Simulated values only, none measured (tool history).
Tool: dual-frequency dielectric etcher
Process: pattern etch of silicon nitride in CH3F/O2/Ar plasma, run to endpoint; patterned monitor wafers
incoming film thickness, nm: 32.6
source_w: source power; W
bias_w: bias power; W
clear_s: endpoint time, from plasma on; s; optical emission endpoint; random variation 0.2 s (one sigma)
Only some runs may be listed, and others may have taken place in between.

Run 1, day 0: source_w 330 W, bias_w 79 W. Result: clear_s 47.189 s.
Run 2, day 0.354: source_w 330 W, bias_w 70 W. Result: clear_s 48.794 s.
Run 3, day 0.642: source_w 330 W, bias_w 84 W. Result: clear_s 46.205 s.
Run 4, day 0.729: source_w 300 W, bias_w 81 W. Result: clear_s 48.708 s.
At day 0.775: source power generator calibrated.
Run 5, day 0.775: source_w 300 W, bias_w 76 W. Result: clear_s 50.407 s.
Run 6, day 1.071: source_w 300 W, bias_w 85 W. Result: clear_s 48.656 s.
Run 7, day 1.217: source_w 280 W, bias_w 84 W. Result: clear_s 50.39 s.

Run 8, settings as shown, results not yet in. Your forecast:
Run 8, day 1.567: source_w 270 W, bias_w 83 W. Result: clear_s ?.

{"run 8": {"clear_s": 51.401}}
